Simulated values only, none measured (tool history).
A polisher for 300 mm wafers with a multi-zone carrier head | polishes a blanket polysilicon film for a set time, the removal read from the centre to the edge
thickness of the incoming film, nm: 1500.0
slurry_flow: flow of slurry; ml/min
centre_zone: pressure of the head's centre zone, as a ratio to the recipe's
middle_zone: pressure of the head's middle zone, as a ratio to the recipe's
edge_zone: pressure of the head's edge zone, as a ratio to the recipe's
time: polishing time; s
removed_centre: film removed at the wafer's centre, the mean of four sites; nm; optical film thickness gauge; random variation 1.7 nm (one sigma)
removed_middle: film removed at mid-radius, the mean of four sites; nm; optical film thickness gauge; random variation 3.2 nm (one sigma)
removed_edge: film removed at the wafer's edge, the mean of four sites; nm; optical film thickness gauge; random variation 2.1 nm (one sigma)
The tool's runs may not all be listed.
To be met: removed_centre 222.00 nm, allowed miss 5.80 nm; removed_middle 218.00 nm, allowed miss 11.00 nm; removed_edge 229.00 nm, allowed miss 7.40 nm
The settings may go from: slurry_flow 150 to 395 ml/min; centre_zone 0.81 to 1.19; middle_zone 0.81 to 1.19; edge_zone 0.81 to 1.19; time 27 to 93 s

run,day,slurry_flow,centre_zone,middle_zone,edge_zone,time,removed_centre,removed_middle,removed_edge
1,0.000,250,1.00,1.00,1.00,59,310.85,303.15,308.21
2,0.071,250,1.00,1.00,1.00,71,371.63,371.45,366.65
3,0.258,250,1.00,0.95,1.00,71,373.54,344.79,360.30
4,0.617,250,1.00,0.95,1.00,56,297.14,282.35,289.56
5,0.879,245,0.98,0.93,0.99,54,271.92,258.52,277.87
6,0.946,245,0.98,0.93,1.04,54,281.04,264.92,285.11
7,1.312,250,0.97,0.93,1.01,53,268.24,254.48,278.25
8,1.354,240,0.97,0.93,0.98,52,263.83,250.29,267.16
9,1.479,235,0.96,0.93,0.95,52,261.56,252.27,261.80
10,1.817,205,0.86,0.83,0.85,47,203.67,201.73,225.45

5 next moves are on the table. One of them brings every result within its allowed miss. Which?
A,2.154,150,0.91,0.88,0.82,50,?,?,?
B,2.154,250,0.93,0.81,0.86,45,?,?,?
C,2.154,175,0.81,0.86,0.86,46,?,?,?
D,2.154,235,0.93,0.88,0.82,48,?,?,?
E,2.154,240,0.91,0.81,0.84,47,?,?,?

move,removed_centre,removed_middle,removed_edge
A,221.17,216.51,225.61
B,219.10,194.52,217.48
C,185.62,200.05,215.10
D,232.08,220.61,226.30
E,222.79,202.30,224.29
A: meets every target
B: brings the result that was furthest off to its target, and leaves another outside
C: further off than the last run
D: takes the result that was furthest off past its target
E: brings the result that was furthest off to its target, and leaves another outside
Move A is the one to make.
